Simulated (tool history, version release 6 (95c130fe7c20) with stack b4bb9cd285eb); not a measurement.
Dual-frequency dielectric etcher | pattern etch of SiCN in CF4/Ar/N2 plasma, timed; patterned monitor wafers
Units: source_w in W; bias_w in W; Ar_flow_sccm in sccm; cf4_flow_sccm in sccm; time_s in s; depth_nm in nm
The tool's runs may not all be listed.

run  hour  source_w  bias_w  Ar_flow_sccm  cf4_flow_sccm  time_s  depth_nm
  1     0       600      72           113             82   132.5     159.6
  2   0.8       670      73           113             82   132.5     178.9
  3   6.8       670      78           113             82   132.5    184.53
  4  12.4       670      78           113             90   132.5    187.16
  5    13       670      84           113             90   132.5    191.24
  6  21.8       670      90           113             90   132.5     198.9

Forecast run 7:
  7  26.3       690      90           113             90   132.5         ?

{"run 7": {"depth_nm": 203.92}}

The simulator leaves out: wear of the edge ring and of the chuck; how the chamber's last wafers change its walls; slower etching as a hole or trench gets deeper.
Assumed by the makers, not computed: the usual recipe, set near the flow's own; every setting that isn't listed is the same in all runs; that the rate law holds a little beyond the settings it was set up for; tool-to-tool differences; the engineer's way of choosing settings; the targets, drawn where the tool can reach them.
